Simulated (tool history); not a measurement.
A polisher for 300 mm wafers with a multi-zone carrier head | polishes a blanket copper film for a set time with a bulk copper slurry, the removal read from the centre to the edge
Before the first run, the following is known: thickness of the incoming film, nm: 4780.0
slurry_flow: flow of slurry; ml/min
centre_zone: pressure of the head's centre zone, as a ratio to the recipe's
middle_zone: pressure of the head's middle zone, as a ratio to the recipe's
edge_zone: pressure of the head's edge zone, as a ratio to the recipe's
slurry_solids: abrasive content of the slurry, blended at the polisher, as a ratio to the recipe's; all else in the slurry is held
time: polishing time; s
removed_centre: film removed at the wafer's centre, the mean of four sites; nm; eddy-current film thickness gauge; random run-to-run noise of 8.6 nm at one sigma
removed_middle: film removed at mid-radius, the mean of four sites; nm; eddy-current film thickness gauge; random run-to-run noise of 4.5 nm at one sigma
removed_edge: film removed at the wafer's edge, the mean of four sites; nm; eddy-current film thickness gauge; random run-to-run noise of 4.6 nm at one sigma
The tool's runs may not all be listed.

run 1 hour=0 | slurry_flow=190 centre_zone=1 middle_zone=1 edge_zone=1 slurry_solids=1 time=72 | removed_centre=778 removed_middle=768.98 removed_edge=779.76
run 2 hour=2.9 | slurry_flow=190 centre_zone=1 middle_zone=1 edge_zone=0.97 slurry_solids=1 time=72 | removed_centre=783 removed_middle=781.27 removed_edge=769.9
run 3 hour=4.3 | slurry_flow=190 centre_zone=1 middle_zone=1 edge_zone=0.97 slurry_solids=1 time=87 | removed_centre=947.31 removed_middle=936.91 removed_edge=951.83
run 4 hour=11.4 | slurry_flow=190 centre_zone=1 middle_zone=1 edge_zone=1.04 slurry_solids=1 time=87 | removed_centre=946.56 removed_middle=940.41 removed_edge=982.43
run 5 hour=13 | slurry_flow=190 centre_zone=1 middle_zone=1 edge_zone=1.09 slurry_solids=1 time=87 | removed_centre=969.04 removed_middle=951.93 removed_edge=997.85
run 6 hour=13.5 | slurry_flow=190 centre_zone=1.01 middle_zone=1 edge_zone=1.06 slurry_solids=0.9 time=83 | removed_centre=900.34 removed_middle=887.59 removed_edge=927.25
run 7 hour=20.3 | slurry_flow=190 centre_zone=1.02 middle_zone=1 edge_zone=1.03 slurry_solids=0.85 time=79 | removed_centre=862.44 removed_middle=826.9 removed_edge=843.73
run 8 hour=28.5 | slurry_flow=190 centre_zone=1.02 middle_zone=1 edge_zone=1.01 slurry_solids=0.8 time=77 | removed_centre=814.42 removed_middle=797.36 removed_edge=806.75
run 9 hour=34.2 | slurry_flow=190 centre_zone=1.03 middle_zone=0.99 edge_zone=0.99 slurry_solids=0.75 time=75 | removed_centre=809.06 removed_middle=769.89 removed_edge=775.91
run 10 hour=42 | slurry_flow=185 centre_zone=1.03 middle_zone=0.99 edge_zone=0.97 slurry_solids=0.7 time=73 | removed_centre=759.49 removed_middle=720.37 removed_edge=734.04
run 11 hour=48.3 | slurry_flow=185 centre_zone=1.04 middle_zone=0.99 edge_zone=0.95 slurry_solids=0.65 time=72 | removed_centre=745.78 removed_middle=711.96 removed_edge=716.32

Run 12 has not been measured yet. What should we expect?
run 12 hour=49.6 | slurry_flow=185 centre_zone=1.05 middle_zone=0.99 edge_zone=0.93 slurry_solids=0.65 time=71 | removed_centre=? removed_middle=? removed_edge=?

Run 12 produced removed_centre 738.37 nm, removed_middle 699.62 nm, removed_edge 689.74 nm.
